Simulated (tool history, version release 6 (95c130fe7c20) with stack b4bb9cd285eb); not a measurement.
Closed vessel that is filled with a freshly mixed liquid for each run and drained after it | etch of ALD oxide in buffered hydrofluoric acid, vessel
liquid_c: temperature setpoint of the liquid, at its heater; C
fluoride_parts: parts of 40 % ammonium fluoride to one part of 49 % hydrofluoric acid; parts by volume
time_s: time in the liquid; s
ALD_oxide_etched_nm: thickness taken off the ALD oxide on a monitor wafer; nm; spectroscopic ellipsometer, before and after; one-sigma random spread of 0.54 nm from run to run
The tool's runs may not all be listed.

run,day,liquid_c,fluoride_parts,time_s,ALD_oxide_etched_nm
1,0.000,23.0,22.5,30,43.749
2,0.300,23.0,22.5,30,43.639
3,0.462,23.0,22.5,30,44.112
4,0.608,23.0,19.0,30,50.460
5,0.912,24.0,19.0,30,52.411
6,1.279,24.0,19.0,30,52.581
7,1.533,25.0,19.0,30,54.962

What does the tool deliver on the next run?
8,1.896,25.5,19.0,30,?

ALD_oxide_etched_nm: 57.408 nm
